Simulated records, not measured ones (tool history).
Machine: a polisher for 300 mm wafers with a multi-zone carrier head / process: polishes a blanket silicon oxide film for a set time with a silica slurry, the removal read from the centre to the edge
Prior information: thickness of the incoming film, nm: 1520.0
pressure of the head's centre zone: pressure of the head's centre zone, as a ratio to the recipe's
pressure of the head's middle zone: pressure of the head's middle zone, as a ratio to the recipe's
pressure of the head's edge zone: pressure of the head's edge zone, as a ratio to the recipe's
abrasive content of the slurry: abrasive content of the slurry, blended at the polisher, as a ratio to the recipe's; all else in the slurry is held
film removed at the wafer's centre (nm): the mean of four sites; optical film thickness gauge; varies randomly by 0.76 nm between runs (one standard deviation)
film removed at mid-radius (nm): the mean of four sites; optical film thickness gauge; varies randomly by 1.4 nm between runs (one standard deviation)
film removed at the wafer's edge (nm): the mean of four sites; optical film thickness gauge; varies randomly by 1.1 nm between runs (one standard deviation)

run,hour,flow of slurry (ml/min),pressure of the head's centre zone,pressure of the head's middle zone,pressure of the head's edge zone,abrasive content of the slurry,polishing time (s),film removed at the wafer's centre (nm),film removed at mid-radius (nm),film removed at the wafer's edge (nm)
1,0.0,145,1.00,1.00,1.00,1.00,42,137.67,140.36,135.32
2,2.2,140,1.00,0.96,0.96,0.90,42,132.82,133.92,128.64
3,7.0,135,1.02,0.93,0.95,0.80,41,126.42,120.69,119.83
4,13.7,135,1.02,0.93,0.95,0.80,48,147.53,141.86,142.88
5,20.2,135,1.02,0.93,0.95,0.90,48,154.21,148.51,143.44
6,23.5,130,1.02,0.90,0.92,0.80,46,141.47,131.12,129.87
7,24.9,120,1.01,0.88,0.89,0.70,46,132.50,125.92,123.13
8,33.6,120,1.01,0.86,0.88,0.65,45,126.51,117.64,116.71
9,38.5,115,1.01,0.85,0.87,0.60,45,122.52,113.69,113.65
10,43.7,110,1.01,0.84,0.86,0.55,45,120.22,107.65,109.25

For run 11, what comes out?
11,45.7,105,1.01,0.83,0.85,0.55,45,?,?,?

film removed at the wafer's centre (nm): 119.82
film removed at mid-radius (nm): 107.17
film removed at the wafer's edge (nm): 111.20
